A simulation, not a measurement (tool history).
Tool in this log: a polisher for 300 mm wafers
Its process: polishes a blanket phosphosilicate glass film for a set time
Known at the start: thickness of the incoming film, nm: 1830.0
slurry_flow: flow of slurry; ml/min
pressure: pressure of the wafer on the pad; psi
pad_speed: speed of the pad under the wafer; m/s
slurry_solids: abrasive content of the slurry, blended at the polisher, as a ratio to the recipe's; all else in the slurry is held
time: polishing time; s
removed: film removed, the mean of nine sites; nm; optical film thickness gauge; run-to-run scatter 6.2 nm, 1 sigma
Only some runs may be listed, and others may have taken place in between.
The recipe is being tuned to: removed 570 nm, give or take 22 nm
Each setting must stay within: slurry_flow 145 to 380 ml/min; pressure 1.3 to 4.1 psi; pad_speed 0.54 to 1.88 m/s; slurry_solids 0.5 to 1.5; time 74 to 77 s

run	hour	slurry_flow	pressure	pad_speed	slurry_solids	time	removed
1	0	245	2.7	1.2	1	74	687.28
2	5	305	2.7	1.2	1	74	690.47
3	11.9	350	2.7	1.2	1	74	702.16
4	16.8	350	2.7	1.2	0.9	74	676.21
5	20.7	350	2.7	1.2	1.05	74	725.63
6	25.4	350	2.7	1.5	1.05	74	849.45
7	26.6	350	2.7	1.5	1.05	74	853.88
8	28	350	2.5	1.5	1.05	74	778.06

5 candidate next runs follow, results not yet known. Just one meets every target within its allowed miss. Identify it.
A	29.4	380	2	1.28	0.75	74	?
B	29.4	335	1.8	1.54	1	74	?
C	29.4	345	1.8	1.26	1.05	74	?
D	29.4	345	2.3	1.36	1.05	74	?
E	29.4	380	2.3	1.82	1.15	77	?

move	removed
A	507.38
B	583.49
C	512.12
D	686.26
E	927.3
A: takes the result that was furthest off past its target
B: each result inside its tolerance
C: takes the result that was furthest off past its target
D: an improvement on the last run, though not all results are within tolerance
E: lands further from the targets than the last run did
So the answer is move B, the one that meets all the targets.

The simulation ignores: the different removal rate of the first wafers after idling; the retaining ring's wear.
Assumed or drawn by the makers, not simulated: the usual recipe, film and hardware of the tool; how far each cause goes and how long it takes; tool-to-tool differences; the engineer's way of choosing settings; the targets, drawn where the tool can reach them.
